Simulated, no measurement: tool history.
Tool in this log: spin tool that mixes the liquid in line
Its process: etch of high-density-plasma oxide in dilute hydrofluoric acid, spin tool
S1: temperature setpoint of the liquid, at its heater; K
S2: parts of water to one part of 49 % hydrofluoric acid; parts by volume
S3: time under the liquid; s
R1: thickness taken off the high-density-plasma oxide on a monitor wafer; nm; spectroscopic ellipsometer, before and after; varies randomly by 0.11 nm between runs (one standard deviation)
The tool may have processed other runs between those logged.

run  hour      S1   S2   S3       R1
  1   0.0  299.15  130  315  18.2920
  2   2.2  299.15  175  315  12.8080
  3   5.7  297.15  175  315  11.9610
  4   9.7  297.15  195  315  10.5730
  5  16.7  294.15  195  315   9.3564
  6  22.9  296.15  195  315  10.0450
  7  28.2  297.65  195  315  10.7610
  8  32.6  298.65  195  315  11.0490
  9  35.1  299.65  195  315  11.4150
 10  38.4  300.65  195  315  12.1310

Run 11 has not been measured yet. What should we expect?
 11  43.2  301.15  195  315   ?

Run 11 came out at R1 12.1520 nm.

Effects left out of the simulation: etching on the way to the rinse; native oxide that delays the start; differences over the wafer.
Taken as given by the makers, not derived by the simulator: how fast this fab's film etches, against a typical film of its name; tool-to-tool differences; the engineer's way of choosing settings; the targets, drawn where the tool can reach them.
